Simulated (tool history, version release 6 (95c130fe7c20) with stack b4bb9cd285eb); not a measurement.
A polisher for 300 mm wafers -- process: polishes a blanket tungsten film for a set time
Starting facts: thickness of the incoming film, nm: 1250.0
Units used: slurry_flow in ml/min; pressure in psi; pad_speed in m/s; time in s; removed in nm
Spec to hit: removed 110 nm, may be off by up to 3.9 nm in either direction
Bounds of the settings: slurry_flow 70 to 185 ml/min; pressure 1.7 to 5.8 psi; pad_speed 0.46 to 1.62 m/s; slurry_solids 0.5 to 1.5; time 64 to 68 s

{"run": 1, "hour": 0.0, "slurry_flow": 120, "pressure": 3.7, "pad_speed": 1.04, "slurry_solids": 1, "time": 64, "removed": 271.25}
{"run": 2, "hour": 3.5, "slurry_flow": 120, "pressure": 3.7, "pad_speed": 1.04, "slurry_solids": 0.8, "time": 64, "removed": 246.65}
{"run": 3, "hour": 11.6, "slurry_flow": 120, "pressure": 3.7, "pad_speed": 1.28, "slurry_solids": 0.8, "time": 64, "removed": 308.07}
{"run": 4, "hour": 19.3, "slurry_flow": 115, "pressure": 3.2, "pad_speed": 1.18, "slurry_solids": 0.8, "time": 64, "removed": 254.75}
{"run": 5, "hour": 24.4, "slurry_flow": 115, "pressure": 2.9, "pad_speed": 1.06, "slurry_solids": 0.8, "time": 64, "removed": 211.22}
{"run": 6, "hour": 25.1, "slurry_flow": 115, "pressure": 2.6, "pad_speed": 0.98, "slurry_solids": 0.8, "time": 64, "removed": 181.84}
{"run": 7, "hour": 32.7, "slurry_flow": 115, "pressure": 2.4, "pad_speed": 0.92, "slurry_solids": 0.8, "time": 64, "removed": 166.67}
{"run": 8, "hour": 41.0, "slurry_flow": 115, "pressure": 2.2, "pad_speed": 0.86, "slurry_solids": 0.8, "time": 64, "removed": 146.34}
{"run": 9, "hour": 41.5, "slurry_flow": 115, "pressure": 2.1, "pad_speed": 0.82, "slurry_solids": 0.8, "time": 64, "removed": 135.89}
{"run": 10, "hour": 45.0, "slurry_flow": 115, "pressure": 2, "pad_speed": 0.8, "slurry_solids": 0.8, "time": 64, "removed": 127.14}
{"run": 11, "hour": 53.9, "slurry_flow": 115, "pressure": 1.9, "pad_speed": 0.78, "slurry_solids": 0.8, "time": 64, "removed": 121.67}
{"run": 12, "hour": 59.9, "slurry_flow": 115, "pressure": 1.8, "pad_speed": 0.76, "slurry_solids": 0.8, "time": 64, "removed": 115.46}
{"run": 13, "hour": 60.6, "slurry_flow": 115, "pressure": 1.8, "pad_speed": 0.76, "slurry_solids": 0.8, "time": 64, "removed": 114.89}

Below are 5 possible settings for the next run. Only one of them brings all results inside the allowed miss of their targets. Which is it?
{"run": "A", "hour": 61.3, "slurry_flow": 175, "pressure": 2.6, "pad_speed": 0.7, "slurry_solids": 0.5, "time": 64, "removed": "?"}
{"run": "B", "hour": 61.3, "slurry_flow": 125, "pressure": 1.9, "pad_speed": 0.62, "slurry_solids": 0.8, "time": 64, "removed": "?"}
{"run": "C", "hour": 61.3, "slurry_flow": 125, "pressure": 1.7, "pad_speed": 0.7, "slurry_solids": 0.75, "time": 64, "removed": "?"}
{"run": "D", "hour": 61.3, "slurry_flow": 110, "pressure": 1.7, "pad_speed": 0.78, "slurry_solids": 0.75, "time": 64, "removed": "?"}
{"run": "E", "hour": 61.3, "slurry_flow": 125, "pressure": 2, "pad_speed": 0.64, "slurry_solids": 1.05, "time": 68, "removed": "?"}

move=A removed=122.88
move=B removed=98.033
move=C removed=101.42
move=D removed=109.9
move=E removed=119.4
A: its largest miss is bigger than the last run's
B: the result that was furthest off in the last run now lies on the other side of its target
C: the result that was furthest off in the last run now lies on the other side of its target
D: meets every target
E: its largest miss is bigger than the last run's
D is the move that brings every result within its allowed miss.

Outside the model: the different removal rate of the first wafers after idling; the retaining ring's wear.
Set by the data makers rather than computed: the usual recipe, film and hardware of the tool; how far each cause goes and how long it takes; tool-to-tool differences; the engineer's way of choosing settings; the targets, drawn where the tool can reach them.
